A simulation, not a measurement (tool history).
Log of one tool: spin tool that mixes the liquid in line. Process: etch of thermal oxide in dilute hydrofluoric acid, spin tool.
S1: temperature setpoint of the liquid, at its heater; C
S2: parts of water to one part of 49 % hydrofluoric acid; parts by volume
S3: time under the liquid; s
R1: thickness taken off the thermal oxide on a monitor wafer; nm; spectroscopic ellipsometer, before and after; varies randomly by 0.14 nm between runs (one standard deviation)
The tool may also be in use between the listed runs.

run    day    S1   S2   S3      R1
  1      0    23  220  265  4.5369
  2  0.242    24  190  265  5.7031
  3  0.321    24  130  265  8.8234
  4  0.679    25  125  265  9.4508
  5  0.796    26  120  265  10.482
  6  1.125    26  120  265  10.452
  7  1.446    27  120  265  11.124
  8  1.692  27.5  120  265  11.143
  9  1.729    28  115  265  11.652
 10  2.029    31   85  265  18.972
 11   2.25  30.5   85  265  18.526
 12  2.596    30   85  265  18.366
 13  2.742    26   95  265  13.555

Run 14 is up next; what results do you expect?
 14  3.029  26  95  265   ?

Run 14 gave R1 13.655 nm.
